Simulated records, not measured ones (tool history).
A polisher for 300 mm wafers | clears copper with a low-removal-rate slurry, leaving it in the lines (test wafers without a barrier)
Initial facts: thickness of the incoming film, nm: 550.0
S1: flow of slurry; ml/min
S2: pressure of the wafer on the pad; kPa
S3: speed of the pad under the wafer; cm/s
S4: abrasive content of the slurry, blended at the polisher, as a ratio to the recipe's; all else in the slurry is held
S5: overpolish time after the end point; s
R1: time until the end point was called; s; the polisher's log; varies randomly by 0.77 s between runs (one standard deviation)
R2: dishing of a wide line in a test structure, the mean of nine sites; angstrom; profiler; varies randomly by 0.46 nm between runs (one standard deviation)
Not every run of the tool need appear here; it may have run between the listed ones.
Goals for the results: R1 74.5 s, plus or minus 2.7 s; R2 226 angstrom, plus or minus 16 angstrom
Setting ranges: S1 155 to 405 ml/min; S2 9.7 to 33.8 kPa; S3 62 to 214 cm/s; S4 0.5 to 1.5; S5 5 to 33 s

run	hour	S1	S2	S3	S4	S5	R1	R2
1	0	260	21.4	138	1	17	137.38	203.92
2	8	260	21.4	138	1.2	17	134.24	217.08
3	10.3	260	23.4	138	1.2	16	123.16	223.3
4	16.3	260	24.8	140	1.15	14	114.1	219.25
5	24.4	260	21.4	140	1.15	14	132.41	205.83
6	28.3	260	23.4	142	1.15	13	119.85	202.36
7	30.9	265	29.6	146	1.15	16	94.647	232.82
8	31.6	265	30.3	148	1.15	15	90.311	230.37
9	39.8	265	31	150	1.15	15	86.508	231.74
10	47.4	265	31.7	152	1.15	15	85.678	231.63
11	50.6	265	31.7	154	1.15	15	84.3	238.13
12	54.4	265	31.7	154	1.15	15	82.106	229.01
13	57.3	265	33.1	156	1.15	14	77.735	232.43

Which single option among these 4 for the next run brings every result within its allowed miss of target? Just one does.
A	60.2	240	33.8	158	1.35	11	?	?
B	60.2	280	32.4	184	1.2	10	?	?
C	60.2	260	29.6	164	1.2	12	?	?
D	60.2	235	33.1	152	1.2	13	?	?

move	R1	R2
A	74.078	226.63
B	66.73	226.82
C	82.084	225.34
D	80.275	229.92
A: every result within its allowed miss
B: moves the result that the last run missed by most past its target, out the other side
C: further off than the last run
D: further off than the last run
Go with A: it meets all targets.

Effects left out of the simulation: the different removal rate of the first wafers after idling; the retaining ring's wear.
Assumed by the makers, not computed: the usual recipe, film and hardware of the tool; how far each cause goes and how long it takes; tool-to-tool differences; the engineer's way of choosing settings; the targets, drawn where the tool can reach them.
